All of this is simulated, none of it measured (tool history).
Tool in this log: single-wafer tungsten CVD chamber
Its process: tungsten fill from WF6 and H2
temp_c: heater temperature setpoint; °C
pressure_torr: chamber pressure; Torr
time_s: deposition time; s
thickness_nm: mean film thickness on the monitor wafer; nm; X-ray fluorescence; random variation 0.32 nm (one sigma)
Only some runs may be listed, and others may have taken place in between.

run,hour,temp_c,pressure_torr,time_s,thickness_nm
1,0,395,31.9,18.1,46.432
2,1.4,403,31.9,18.1,54.706
3,5.5,406,32,18.1,58.108
4,10.6,408,32.1,18.1,60.6
5,11.9,410,32.1,18.1,62.837
6,17.4,411,32.1,18.1,63.878

Run 7, settings as shown, results not yet in. Your forecast:
7,22.9,412,32.1,18.1,?

thickness_nm: 65.316 nm
